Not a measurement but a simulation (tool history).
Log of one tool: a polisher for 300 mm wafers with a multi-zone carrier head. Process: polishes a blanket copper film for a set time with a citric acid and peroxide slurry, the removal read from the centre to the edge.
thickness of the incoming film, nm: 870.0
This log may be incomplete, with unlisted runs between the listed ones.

| run | hour | flow of slurry (ml/min) | pressure of the head's centre zone | pressure of the head's middle zone | pressure of the head's edge zone | abrasive content of the slurry | polishing time (s) | film removed at the wafer's centre (Å) | film removed at mid-radius (Å) | film removed at the wafer's edge (Å) |
|---|---|---|---|---|---|---|---|---|---|---|
| 1 | 0.0 | 315 | 1.00 | 1.00 | 1.00 | 1.00 | 78 | 922.36 | 913.71 | 885.03 |
| 2 | 7.4 | 300 | 0.95 | 0.94 | 1.01 | 0.95 | 78 | 862.91 | 859.56 | 867.98 |
| 3 | 13.5 | 300 | 0.95 | 0.94 | 1.01 | 0.75 | 78 | 823.75 | 825.12 | 808.13 |
| 4 | 21.5 | 300 | 0.91 | 0.94 | 1.01 | 0.75 | 78 | 780.97 | 823.51 | 830.61 |
| 5 | 23.3 | 290 | 0.89 | 0.90 | 1.04 | 0.75 | 78 | 770.97 | 790.24 | 823.72 |
| 6 | 31.5 | 280 | 0.87 | 0.88 | 1.07 | 0.80 | 78 | 749.07 | 791.75 | 883.11 |
| 7 | 34.1 | 270 | 0.86 | 0.86 | 1.07 | 0.80 | 78 | 737.61 | 770.13 | 858.41 |
| 8 | 35.1 | 260 | 0.86 | 0.85 | 1.08 | 0.80 | 78 | 744.73 | 751.51 | 860.15 |
|  | 39.8 | worn pad replaced by a new one |
| 9 | 39.8 | 255 | 0.85 | 0.85 | 1.08 | 0.80 | 78 | 789.90 | 817.21 | 936.42 |
| 10 | 48.2 | 255 | 0.85 | 0.85 | 1.08 | 0.80 | 78 | 799.20 | 817.46 | 954.28 |
| 11 | 54.8 | 275 | 0.85 | 0.84 | 1.09 | 0.80 | 78 | 788.74 | 828.31 | 923.48 |
| 12 | 62.8 | 260 | 0.85 | 0.86 | 1.07 | 0.80 | 78 | 788.32 | 824.49 | 945.52 |
| 13 | 68.3 | 265 | 0.85 | 0.85 | 1.10 | 0.80 | 78 | 794.10 | 824.68 | 960.70 |
| 14 | 73.7 | 250 | 0.84 | 0.84 | 1.08 | 0.80 | 78 | 783.21 | 801.39 | 935.24 |
| 15 | 77.8 | 220 | 0.81 | 0.82 | 1.05 | 0.60 | 77 | 690.68 | 738.78 | 839.18 |

Expected results for the next run?
| 16 | 80.2 | 220 | 0.81 | 0.82 | 1.05 | 0.60 | 77 | ? | ? | ? |

Run 16 produced film removed at the wafer's centre (Å) 684.02, film removed at mid-radius (Å) 729.03, film removed at the wafer's edge (Å) 855.27.
